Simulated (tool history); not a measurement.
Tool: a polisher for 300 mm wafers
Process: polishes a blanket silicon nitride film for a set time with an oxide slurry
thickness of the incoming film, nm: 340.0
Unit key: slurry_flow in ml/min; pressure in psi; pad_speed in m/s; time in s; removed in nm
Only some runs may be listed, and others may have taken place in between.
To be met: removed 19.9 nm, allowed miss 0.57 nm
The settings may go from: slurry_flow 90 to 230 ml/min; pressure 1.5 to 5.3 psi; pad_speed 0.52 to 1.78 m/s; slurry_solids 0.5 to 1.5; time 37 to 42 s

{"run": 1, "hour": 0.0, "slurry_flow": 150, "pressure": 3.4, "pad_speed": 1.14, "slurry_solids": 1, "time": 42, "removed": 25.585}
{"run": 2, "hour": 2.0, "slurry_flow": 145, "pressure": 3.2, "pad_speed": 1.14, "slurry_solids": 1, "time": 42, "removed": 24.613}
{"run": 3, "hour": 6.5, "slurry_flow": 145, "pressure": 3, "pad_speed": 1.14, "slurry_solids": 1, "time": 42, "removed": 23.257}
{"run": 4, "hour": 13.3, "slurry_flow": 145, "pressure": 3.5, "pad_speed": 1.14, "slurry_solids": 1, "time": 42, "removed": 25.953}
{"run": 5, "hour": 17.8, "slurry_flow": 140, "pressure": 3.3, "pad_speed": 1.14, "slurry_solids": 1, "time": 42, "removed": 24.691}
{"run": 6, "hour": 20.4, "slurry_flow": 135, "pressure": 3.1, "pad_speed": 1.14, "slurry_solids": 1, "time": 42, "removed": 23.735}
{"run": 7, "hour": 25.3, "slurry_flow": 135, "pressure": 2.9, "pad_speed": 1.14, "slurry_solids": 1, "time": 42, "removed": 21.946}
{"hour": 27.6, "done": "head pressure recalibrated"}
{"run": 8, "hour": 27.6, "slurry_flow": 130, "pressure": 2.9, "pad_speed": 1.14, "slurry_solids": 1, "time": 42, "removed": 24.206}
{"run": 9, "hour": 28.7, "slurry_flow": 140, "pressure": 2.9, "pad_speed": 1.14, "slurry_solids": 1, "time": 42, "removed": 24.246}
{"run": 10, "hour": 32.2, "slurry_flow": 135, "pressure": 2.6, "pad_speed": 1.12, "slurry_solids": 1, "time": 42, "removed": 22.074}
{"run": 11, "hour": 38.7, "slurry_flow": 135, "pressure": 2.5, "pad_speed": 1.12, "slurry_solids": 1, "time": 42, "removed": 21.345}
{"run": 12, "hour": 40.7, "slurry_flow": 135, "pressure": 2.4, "pad_speed": 1.12, "slurry_solids": 1, "time": 42, "removed": 20.795}

Next run, 4 choices. One meets every target within its allowed miss, the rest don't. Which?
{"run": "A", "hour": 42.7, "slurry_flow": 130, "pressure": 2.4, "pad_speed": 1.1, "slurry_solids": 1, "time": 41, "removed": "?"}
{"run": "B", "hour": 42.7, "slurry_flow": 145, "pressure": 2.2, "pad_speed": 1.26, "slurry_solids": 1.1, "time": 41, "removed": "?"}
{"run": "C", "hour": 42.7, "slurry_flow": 125, "pressure": 2.3, "pad_speed": 1.2, "slurry_solids": 1.05, "time": 42, "removed": "?"}
{"run": "D", "hour": 42.7, "slurry_flow": 145, "pressure": 2.5, "pad_speed": 1.04, "slurry_solids": 1.05, "time": 42, "removed": "?"}

move=A removed=20.029
move=B removed=22.563
move=C removed=21.692
move=D removed=21.139
A: hits every target within its allowed miss
B: the biggest miss grows against the last run
C: the biggest miss grows against the last run
D: the biggest miss grows against the last run
The right move is A.

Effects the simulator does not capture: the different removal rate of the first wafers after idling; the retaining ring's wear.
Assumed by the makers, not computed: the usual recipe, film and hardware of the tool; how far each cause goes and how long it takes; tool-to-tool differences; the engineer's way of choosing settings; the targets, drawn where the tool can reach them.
